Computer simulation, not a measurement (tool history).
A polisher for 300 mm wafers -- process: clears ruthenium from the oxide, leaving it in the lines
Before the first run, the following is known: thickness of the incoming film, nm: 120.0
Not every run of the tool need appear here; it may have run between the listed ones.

run  hour  flow of slurry (ml/min)  pressure of the wafer on the pad (kPa)  speed of the pad under the wafer (m/s)  overpolish time after the end point (s)  time until the end point was called (s)
  1     0                      165                                    13.8                                    1.04                                       18                                   103.34
  2   4.3                      165                                    13.8                                    1.26                                       18                                   84.676
  3  12.3                      165                                    13.8                                    1.26                                       18                                    87.35
  4  19.5                      160                                    12.4                                    1.12                                       18                                   99.671
  5  27.4                      145                                      11                                    0.98                                       18                                   124.51
  6  36.2                      135                                    10.3                                    0.86                                       18                                   151.52
  7  36.9                      135                                    10.3                                    0.86                                       18                                   149.11

Run 8 has not been measured yet. What should we expect?
  8  44.9                      135                                     9.7                                    0.78                                       18                                        ?

{"run 8": {"time until the end point was called (s)": 172.61}}

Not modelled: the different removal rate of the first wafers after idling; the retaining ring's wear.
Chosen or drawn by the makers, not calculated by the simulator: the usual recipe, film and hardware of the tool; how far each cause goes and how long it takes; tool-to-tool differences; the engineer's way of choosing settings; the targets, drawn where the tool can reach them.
